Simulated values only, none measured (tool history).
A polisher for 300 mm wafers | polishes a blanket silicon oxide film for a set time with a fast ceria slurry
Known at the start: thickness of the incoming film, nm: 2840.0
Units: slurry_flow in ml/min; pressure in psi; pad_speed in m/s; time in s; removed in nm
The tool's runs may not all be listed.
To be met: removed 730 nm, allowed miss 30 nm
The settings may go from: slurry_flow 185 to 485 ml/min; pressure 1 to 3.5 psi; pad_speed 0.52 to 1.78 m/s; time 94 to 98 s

run	day	slurry_flow	pressure	pad_speed	time	removed
1	0	310	2.2	1.14	94	1470.2
2	0.375	345	2.2	1.14	94	1471.7
3	0.617	345	2.2	0.96	94	1264
4	0.979	345	2.2	0.74	94	1041.2
5	1.296	345	2.1	0.74	94	1014.1
6	1.35	345	2	0.74	94	977.27
7	1.458	345	1.9	0.74	94	949.23
8	1.567	345	1.8	0.74	94	926.06
9	1.879	345	1.7	0.74	94	888.04
10	2.133	345	1.6	0.74	94	850.59
11	2.217	345	1.5	0.74	94	807.22

5 next moves are on the table. One of them brings every result within its allowed miss. Which?
A	2.3	470	1	0.72	94	?
B	2.3	385	1.3	0.72	94	?
C	2.3	365	1.5	0.58	94	?
D	2.3	230	1.4	0.62	94	?
E	2.3	290	1.3	0.84	94	?

move	removed
A	651.67
B	742.55
C	687.98
D	666.03
E	817.99
A: takes the result that was furthest off past its target
B: meets every target
C: takes the result that was furthest off past its target
D: takes the result that was furthest off past its target
E: further off than the last run
Answer: B
